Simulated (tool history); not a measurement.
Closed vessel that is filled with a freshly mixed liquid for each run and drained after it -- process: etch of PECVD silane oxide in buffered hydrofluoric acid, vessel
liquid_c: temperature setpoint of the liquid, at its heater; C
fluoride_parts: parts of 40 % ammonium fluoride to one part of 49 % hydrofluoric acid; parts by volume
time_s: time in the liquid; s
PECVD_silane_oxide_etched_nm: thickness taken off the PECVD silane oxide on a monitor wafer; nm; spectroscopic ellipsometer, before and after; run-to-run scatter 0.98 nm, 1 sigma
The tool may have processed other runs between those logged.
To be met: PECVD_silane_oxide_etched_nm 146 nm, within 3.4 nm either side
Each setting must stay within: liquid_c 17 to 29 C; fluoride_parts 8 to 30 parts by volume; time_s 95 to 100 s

{"run": 1, "hour": 0.0, "liquid_c": 21, "fluoride_parts": 22.5, "time_s": 95, "PECVD_silane_oxide_etched_nm": 91.864}
{"run": 2, "hour": 7.6, "liquid_c": 22.5, "fluoride_parts": 22.5, "time_s": 95, "PECVD_silane_oxide_etched_nm": 100.7}
{"run": 3, "hour": 11.1, "liquid_c": 21, "fluoride_parts": 22.5, "time_s": 95, "PECVD_silane_oxide_etched_nm": 92.211}
{"run": 4, "hour": 12.4, "liquid_c": 22.5, "fluoride_parts": 22.5, "time_s": 95, "PECVD_silane_oxide_etched_nm": 100.23}
{"run": 5, "hour": 19.2, "liquid_c": 23.5, "fluoride_parts": 22.5, "time_s": 95, "PECVD_silane_oxide_etched_nm": 105.92}
{"run": 6, "hour": 27.0, "liquid_c": 23.5, "fluoride_parts": 22.5, "time_s": 100, "PECVD_silane_oxide_etched_nm": 111.57}
{"run": 7, "hour": 31.6, "liquid_c": 24.5, "fluoride_parts": 22.5, "time_s": 100, "PECVD_silane_oxide_etched_nm": 115.77}
{"run": 8, "hour": 35.3, "liquid_c": 25.5, "fluoride_parts": 22, "time_s": 100, "PECVD_silane_oxide_etched_nm": 125.43}
{"run": 9, "hour": 37.2, "liquid_c": 26, "fluoride_parts": 22, "time_s": 100, "PECVD_silane_oxide_etched_nm": 127.83}
{"run": 10, "hour": 44.4, "liquid_c": 26.5, "fluoride_parts": 22, "time_s": 100, "PECVD_silane_oxide_etched_nm": 132.91}
{"run": 11, "hour": 51.6, "liquid_c": 27, "fluoride_parts": 22, "time_s": 100, "PECVD_silane_oxide_etched_nm": 136.93}
{"run": 12, "hour": 57.8, "liquid_c": 27.5, "fluoride_parts": 22, "time_s": 100, "PECVD_silane_oxide_etched_nm": 140.25}

Below are 4 possible settings for the next run. Only one of them brings all results inside the allowed miss of their targets. Which is it?
{"run": "A", "hour": 64.0, "liquid_c": 28, "fluoride_parts": 21.5, "time_s": 100, "PECVD_silane_oxide_etched_nm": "?"}
{"run": "B", "hour": 64.0, "liquid_c": 27, "fluoride_parts": 18.5, "time_s": 100, "PECVD_silane_oxide_etched_nm": "?"}
{"run": "C", "hour": 64.0, "liquid_c": 24, "fluoride_parts": 15, "time_s": 95, "PECVD_silane_oxide_etched_nm": "?"}
{"run": "D", "hour": 64.0, "liquid_c": 25, "fluoride_parts": 16, "time_s": 95, "PECVD_silane_oxide_etched_nm": "?"}

move=A PECVD_silane_oxide_etched_nm=147.06
move=B PECVD_silane_oxide_etched_nm=158.15
move=C PECVD_silane_oxide_etched_nm=156.98
move=D PECVD_silane_oxide_etched_nm=155.58
A: all results in spec
B: the result that was furthest off in the last run now lies on the other side of its target
C: the result that was furthest off in the last run now lies on the other side of its target
D: the result that was furthest off in the last run now lies on the other side of its target
The right move is A.
